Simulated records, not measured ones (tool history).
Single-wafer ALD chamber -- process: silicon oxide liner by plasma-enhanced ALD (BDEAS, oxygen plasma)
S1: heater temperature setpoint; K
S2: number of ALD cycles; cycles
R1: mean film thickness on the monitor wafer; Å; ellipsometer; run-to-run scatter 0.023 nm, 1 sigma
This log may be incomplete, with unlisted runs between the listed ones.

run 1 day=0.000 | S1=598.15 S2=85 | R1=78.258
run 2 day=0.112 | S1=598.15 S2=94 | R1=86.218
run 3 day=0.450 | S1=598.15 S2=85 | R1=78.107
run 4 day=0.746 | S1=598.15 S2=78 | R1=71.941
run 5 day=0.846 | S1=599.15 S2=75 | R1=68.595
run 6 day=0.954 | S1=599.15 S2=81 | R1=74.010
run 7 day=1.212 | S1=599.15 S2=81 | R1=74.121
run 8 day=1.346 | S1=599.15 S2=81 | R1=73.992

Run 9 is up next; what results do you expect?
run 9 day=1.417 | S1=602.15 S2=78 | R1=?

R1: 70.930 Å
